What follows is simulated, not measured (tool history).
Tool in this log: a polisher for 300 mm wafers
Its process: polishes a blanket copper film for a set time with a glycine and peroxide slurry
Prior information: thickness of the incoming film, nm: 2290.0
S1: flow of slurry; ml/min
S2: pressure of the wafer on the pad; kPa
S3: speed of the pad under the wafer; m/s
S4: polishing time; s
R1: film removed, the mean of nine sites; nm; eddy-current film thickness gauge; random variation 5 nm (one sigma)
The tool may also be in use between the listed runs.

run    day   S1    S2    S3  S4      R1
  1      0  180  17.9  0.94  67  349.98
  2  0.179  185    20  0.96  67  381.17
  3  0.271  205    20  0.96  67  391.44
  4  0.617  210  21.4  0.98  67  422.31
  5   0.65  215  22.8     1  67  448.01
  6  0.912  220  23.4  1.02  67  474.31
  7  1.017  225  24.1  1.02  67  485.37
  8   1.35  225  24.8  1.02  67  493.61
  9  1.592  230  25.5  1.04  67  510.34
 10  1.633  235  26.2  1.06  67  536.14

Predict the results of run 11:
 11  1.854  240  26.9  1.08  67   ?

R1: 545.57 nm

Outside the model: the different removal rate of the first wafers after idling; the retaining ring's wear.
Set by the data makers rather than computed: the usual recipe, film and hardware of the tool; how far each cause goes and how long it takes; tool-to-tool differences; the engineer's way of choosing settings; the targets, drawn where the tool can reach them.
